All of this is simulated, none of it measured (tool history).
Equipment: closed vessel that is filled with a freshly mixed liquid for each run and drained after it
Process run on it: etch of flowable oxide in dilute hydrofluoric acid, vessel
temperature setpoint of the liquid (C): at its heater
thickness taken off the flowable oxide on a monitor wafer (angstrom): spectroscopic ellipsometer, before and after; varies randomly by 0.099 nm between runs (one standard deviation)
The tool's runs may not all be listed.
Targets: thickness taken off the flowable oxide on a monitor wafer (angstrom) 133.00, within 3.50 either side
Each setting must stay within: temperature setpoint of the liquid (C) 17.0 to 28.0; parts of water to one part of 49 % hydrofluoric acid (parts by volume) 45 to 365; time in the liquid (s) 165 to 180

run,hour,temperature setpoint of the liquid (C),parts of water to one part of 49 % hydrofluoric acid (parts by volume),time in the liquid (s),thickness taken off the flowable oxide on a monitor wafer (angstrom)
1,0.0,20.0,205,165,171.17
2,2.9,19.0,210,165,158.34
3,7.6,17.0,210,165,148.92
4,16.2,17.0,215,165,141.03
5,21.5,17.0,215,180,154.18
6,23.7,17.0,220,180,152.35
7,26.8,17.0,225,180,146.00
8,31.9,17.0,230,180,142.15
9,37.9,17.0,235,180,140.14

Of the 4 settings listed for the next run, only one would bring every result within its allowed miss of target. Which one?
A,43.9,17.5,240,165,?
B,43.9,20.5,275,180,?
C,43.9,19.0,230,180,?
D,43.9,17.0,240,165,?

move,thickness taken off the flowable oxide on a monitor wafer (angstrom)
A,128.14
B,132.39
C,155.98
D,125.67
A: takes the result that was furthest off past its target
B: every result lands within tolerance
C: its largest miss is bigger than the last run's
D: takes the result that was furthest off past its target
The right move is B.

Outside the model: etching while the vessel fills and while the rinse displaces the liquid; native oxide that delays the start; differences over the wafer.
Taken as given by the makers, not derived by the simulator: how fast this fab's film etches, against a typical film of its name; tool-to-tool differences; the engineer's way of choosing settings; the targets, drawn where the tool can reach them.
